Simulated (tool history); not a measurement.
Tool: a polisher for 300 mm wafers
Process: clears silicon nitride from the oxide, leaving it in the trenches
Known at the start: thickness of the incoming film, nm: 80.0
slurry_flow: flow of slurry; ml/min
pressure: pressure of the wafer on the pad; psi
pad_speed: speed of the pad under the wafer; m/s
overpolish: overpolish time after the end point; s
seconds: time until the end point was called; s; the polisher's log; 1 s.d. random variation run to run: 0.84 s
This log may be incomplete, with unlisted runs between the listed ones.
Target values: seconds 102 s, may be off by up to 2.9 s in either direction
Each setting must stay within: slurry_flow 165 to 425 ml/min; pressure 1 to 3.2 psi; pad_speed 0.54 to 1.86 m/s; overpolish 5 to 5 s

Run 1, hour 0: slurry_flow 275 ml/min, pressure 2.1 psi, pad_speed 1.18 m/s, overpolish 5 s. Result: seconds 137.74 s.
Run 2, hour 3.1: slurry_flow 275 ml/min, pressure 2.2 psi, pad_speed 1.18 m/s, overpolish 5 s. Result: seconds 131.2 s.
Run 3, hour 9: slurry_flow 275 ml/min, pressure 2.3 psi, pad_speed 1.18 m/s, overpolish 5 s. Result: seconds 128.48 s.
Run 4, hour 18: slurry_flow 275 ml/min, pressure 2.4 psi, pad_speed 1.18 m/s, overpolish 5 s. Result: seconds 121.35 s.
At hour 26.3: worn pad replaced by a new one.
Run 5, hour 26.3: slurry_flow 275 ml/min, pressure 2.5 psi, pad_speed 1.18 m/s, overpolish 5 s. Result: seconds 110.95 s.
Run 6, hour 29.1: slurry_flow 275 ml/min, pressure 2.1 psi, pad_speed 1.18 m/s, overpolish 5 s. Result: seconds 130.88 s.
Run 7, hour 36.5: slurry_flow 275 ml/min, pressure 2.2 psi, pad_speed 1.18 m/s, overpolish 5 s. Result: seconds 123.66 s.
Run 8, hour 37.2: slurry_flow 275 ml/min, pressure 2.3 psi, pad_speed 1.18 m/s, overpolish 5 s. Result: seconds 119.3 s.
Run 9, hour 37.9: slurry_flow 275 ml/min, pressure 2.4 psi, pad_speed 1.18 m/s, overpolish 5 s. Result: seconds 114.45 s.
Run 10, hour 44.4: slurry_flow 280 ml/min, pressure 2.5 psi, pad_speed 1.18 m/s, overpolish 5 s. Result: seconds 111.23 s.
Run 11, hour 51.3: slurry_flow 285 ml/min, pressure 2.5 psi, pad_speed 1.18 m/s, overpolish 5 s. Result: seconds 108.56 s.
Run 12, hour 60.1: slurry_flow 290 ml/min, pressure 2.5 psi, pad_speed 1.18 m/s, overpolish 5 s. Result: seconds 108.96 s.
Run 13, hour 67.6: slurry_flow 290 ml/min, pressure 2.5 psi, pad_speed 1.18 m/s, overpolish 5 s. Result: seconds 110 s.
Run 14, hour 72.4: slurry_flow 300 ml/min, pressure 2.5 psi, pad_speed 1.18 m/s, overpolish 5 s. Result: seconds 110.61 s.

Which of these 5 next moves meets every target?
Run A, hour 77.2: slurry_flow 310 ml/min, pressure 2.7 psi, pad_speed 1.24 m/s, overpolish 5 s. Result: seconds ?.
Run B, hour 77.2: slurry_flow 245 ml/min, pressure 2.8 psi, pad_speed 0.96 m/s, overpolish 5 s. Result: seconds ?.
Run C, hour 77.2: slurry_flow 395 ml/min, pressure 2.9 psi, pad_speed 0.96 m/s, overpolish 5 s. Result: seconds ?.
Run D, hour 77.2: slurry_flow 360 ml/min, pressure 3.2 psi, pad_speed 1 m/s, overpolish 5 s. Result: seconds ?.
Run E, hour 77.2: slurry_flow 305 ml/min, pressure 2.2 psi, pad_speed 1.28 m/s, overpolish 5 s. Result: seconds ?.

move  seconds
   A   96.268
   B   122.32
   C   113.16
   D   99.981
   E   112.71
A: takes the result that was furthest off past its target
B: the biggest miss grows against the last run
C: the biggest miss grows against the last run
D: in spec on every target
E: the biggest miss grows against the last run
So the answer is move D, the one that meets all the targets.

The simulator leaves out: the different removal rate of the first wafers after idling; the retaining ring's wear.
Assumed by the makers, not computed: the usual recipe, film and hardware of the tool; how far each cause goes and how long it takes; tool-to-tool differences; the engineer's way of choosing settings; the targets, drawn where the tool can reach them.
